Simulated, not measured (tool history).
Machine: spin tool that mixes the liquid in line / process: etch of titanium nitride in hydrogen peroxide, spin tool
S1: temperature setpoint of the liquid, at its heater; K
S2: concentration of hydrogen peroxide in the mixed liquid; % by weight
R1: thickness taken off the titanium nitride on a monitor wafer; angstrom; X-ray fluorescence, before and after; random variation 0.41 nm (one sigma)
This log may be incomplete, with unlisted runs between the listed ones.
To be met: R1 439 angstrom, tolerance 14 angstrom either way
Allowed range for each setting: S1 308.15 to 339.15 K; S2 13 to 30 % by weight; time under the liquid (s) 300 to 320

run 1 hour=0 | S1=324.15 S2=24 time_under_the_liquid_(s)=300 | R1=193.98
run 2 hour=4.3 | S1=324.15 S2=24 time_under_the_liquid_(s)=300 | R1=196.11
run 3 hour=7 | S1=331.15 S2=24 time_under_the_liquid_(s)=300 | R1=319.89
run 4 hour=15 | S1=332.15 S2=24 time_under_the_liquid_(s)=300 | R1=347.98
run 5 hour=19.9 | S1=338.65 S2=24 time_under_the_liquid_(s)=300 | R1=538.52
run 6 hour=24.4 | S1=337.65 S2=24 time_under_the_liquid_(s)=300 | R1=500.24
run 7 hour=31.6 | S1=337.15 S2=24 time_under_the_liquid_(s)=300 | R1=476.55
run 8 hour=35 | S1=336.65 S2=24 time_under_the_liquid_(s)=300 | R1=467.7

Which one of the following 5 next-run settings gets every result inside its allowed miss? There is exactly one.
run A hour=38.4 | S1=336.65 S2=22.5 time_under_the_liquid_(s)=305 | R1=?
run B hour=38.4 | S1=337.15 S2=24 time_under_the_liquid_(s)=320 | R1=?
run C hour=38.4 | S1=337.15 S2=24.5 time_under_the_liquid_(s)=300 | R1=?
run D hour=38.4 | S1=335.15 S2=22 time_under_the_liquid_(s)=320 | R1=?
run E hour=38.4 | S1=337.15 S2=25 time_under_the_liquid_(s)=300 | R1=?

move=A R1=458.44
move=B R1=504.19
move=C R1=474.79
move=D R1=432.99
move=E R1=476.87
A: nearer the targets than the last run, but a result is still out of spec
B: lands further from the targets than the last run did
C: lands further from the targets than the last run did
D: meets every target
E: lands further from the targets than the last run did
So the answer is move D, the one that meets all the targets.
